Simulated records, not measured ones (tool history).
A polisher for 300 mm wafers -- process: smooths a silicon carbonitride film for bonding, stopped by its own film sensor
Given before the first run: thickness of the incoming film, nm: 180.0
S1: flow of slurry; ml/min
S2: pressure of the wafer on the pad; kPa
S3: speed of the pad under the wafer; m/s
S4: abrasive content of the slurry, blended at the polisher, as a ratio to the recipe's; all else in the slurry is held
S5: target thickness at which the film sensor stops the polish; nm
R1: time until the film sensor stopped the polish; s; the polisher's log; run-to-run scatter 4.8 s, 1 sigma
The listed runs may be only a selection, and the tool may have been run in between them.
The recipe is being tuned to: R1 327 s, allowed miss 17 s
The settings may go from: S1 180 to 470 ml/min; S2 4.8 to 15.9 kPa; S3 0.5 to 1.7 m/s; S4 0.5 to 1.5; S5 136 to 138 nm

Run 1, day 0: S1 300 ml/min, S2 10.3 kPa, S3 1.1 m/s, S4 1, S5 138 nm. Result: R1 188.35 s.
Run 2, day 0.375: S1 300 ml/min, S2 9.7 kPa, S3 1.1 m/s, S4 1, S5 138 nm. Result: R1 207.09 s.
Run 3, day 0.65: S1 300 ml/min, S2 9.7 kPa, S3 1.1 m/s, S4 0.8, S5 138 nm. Result: R1 233.69 s.
Run 4, day 0.829: S1 300 ml/min, S2 7.6 kPa, S3 1.1 m/s, S4 0.8, S5 138 nm. Result: R1 293.99 s.
Run 5, day 1.088: S1 300 ml/min, S2 7.6 kPa, S3 1.32 m/s, S4 0.8, S5 138 nm. Result: R1 251.93 s.
Run 6, day 1.162: S1 300 ml/min, S2 8.3 kPa, S3 1.32 m/s, S4 0.8, S5 138 nm. Result: R1 233.14 s.
Run 7, day 1.525: S1 300 ml/min, S2 7.6 kPa, S3 1.32 m/s, S4 0.8, S5 138 nm. Result: R1 252.8 s.
Run 8, day 1.825: S1 300 ml/min, S2 6.9 kPa, S3 1.32 m/s, S4 0.8, S5 138 nm. Result: R1 273.88 s.

Below are 4 possible settings for the next run. Only one of them brings all results inside the allowed miss of their targets. Which is it?
Run A, day 2.125: S1 295 ml/min, S2 6.9 kPa, S3 1.64 m/s, S4 0.65, S5 136 nm. Result: R1 ?.
Run B, day 2.125: S1 290 ml/min, S2 9 kPa, S3 1.26 m/s, S4 0.6, S5 136 nm. Result: R1 ?.
Run C, day 2.125: S1 285 ml/min, S2 7.6 kPa, S3 1.42 m/s, S4 0.75, S5 138 nm. Result: R1 ?.
Run D, day 2.125: S1 295 ml/min, S2 6.2 kPa, S3 1.18 m/s, S4 0.9, S5 137 nm. Result: R1 ?.

move      R1
   A  280.86
   B  286.87
   C  249.31
   D  319.61
A: nearer the targets than the last run, but a result is still out of spec
B: nearer the targets than the last run, but a result is still out of spec
C: further off than the last run
D: every result within its allowed miss
The right move is D.
